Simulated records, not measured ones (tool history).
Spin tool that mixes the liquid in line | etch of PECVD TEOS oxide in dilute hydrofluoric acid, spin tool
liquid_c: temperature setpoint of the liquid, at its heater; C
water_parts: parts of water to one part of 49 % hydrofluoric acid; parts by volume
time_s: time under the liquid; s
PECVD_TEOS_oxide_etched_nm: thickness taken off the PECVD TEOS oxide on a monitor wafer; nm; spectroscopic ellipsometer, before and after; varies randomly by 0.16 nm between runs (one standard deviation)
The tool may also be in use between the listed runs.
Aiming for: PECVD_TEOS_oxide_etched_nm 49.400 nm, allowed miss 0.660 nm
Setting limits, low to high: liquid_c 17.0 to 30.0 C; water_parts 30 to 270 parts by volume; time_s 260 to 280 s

run 1 hour=0.0 | liquid_c=22.0 water_parts=150 time_s=260 | PECVD_TEOS_oxide_etched_nm=26.224
run 2 hour=3.6 | liquid_c=24.0 water_parts=140 time_s=260 | PECVD_TEOS_oxide_etched_nm=30.748
run 3 hour=5.9 | liquid_c=24.0 water_parts=140 time_s=280 | PECVD_TEOS_oxide_etched_nm=33.280
run 4 hour=7.0 | liquid_c=24.0 water_parts=110 time_s=280 | PECVD_TEOS_oxide_etched_nm=43.859
run 5 hour=13.9 | liquid_c=25.0 water_parts=110 time_s=280 | PECVD_TEOS_oxide_etched_nm=45.647
run 6 hour=20.0 | liquid_c=25.5 water_parts=110 time_s=280 | PECVD_TEOS_oxide_etched_nm=46.656
run 7 hour=22.3 | liquid_c=26.0 water_parts=110 time_s=280 | PECVD_TEOS_oxide_etched_nm=47.154
run 8 hour=30.8 | liquid_c=26.5 water_parts=110 time_s=280 | PECVD_TEOS_oxide_etched_nm=48.286

Which one of the following 5 next-run settings gets every result inside its allowed miss? There is exactly one.
run A hour=39.3 | liquid_c=28.5 water_parts=110 time_s=265 | PECVD_TEOS_oxide_etched_nm=?
run B hour=39.3 | liquid_c=26.0 water_parts=95 time_s=260 | PECVD_TEOS_oxide_etched_nm=?
run C hour=39.3 | liquid_c=26.5 water_parts=105 time_s=280 | PECVD_TEOS_oxide_etched_nm=?
run D hour=39.3 | liquid_c=24.0 water_parts=90 time_s=260 | PECVD_TEOS_oxide_etched_nm=?
run E hour=39.3 | liquid_c=24.0 water_parts=95 time_s=280 | PECVD_TEOS_oxide_etched_nm=?

move=A PECVD_TEOS_oxide_etched_nm=49.015
move=B PECVD_TEOS_oxide_etched_nm=51.601
move=C PECVD_TEOS_oxide_etched_nm=50.604
move=D PECVD_TEOS_oxide_etched_nm=50.653
move=E PECVD_TEOS_oxide_etched_nm=51.359
A: all results in spec
B: moves the result that the last run missed by most past its target, out the other side
C: moves the result that the last run missed by most past its target, out the other side
D: moves the result that the last run missed by most past its target, out the other side
E: moves the result that the last run missed by most past its target, out the other side
A is the move that brings every result within its allowed miss.

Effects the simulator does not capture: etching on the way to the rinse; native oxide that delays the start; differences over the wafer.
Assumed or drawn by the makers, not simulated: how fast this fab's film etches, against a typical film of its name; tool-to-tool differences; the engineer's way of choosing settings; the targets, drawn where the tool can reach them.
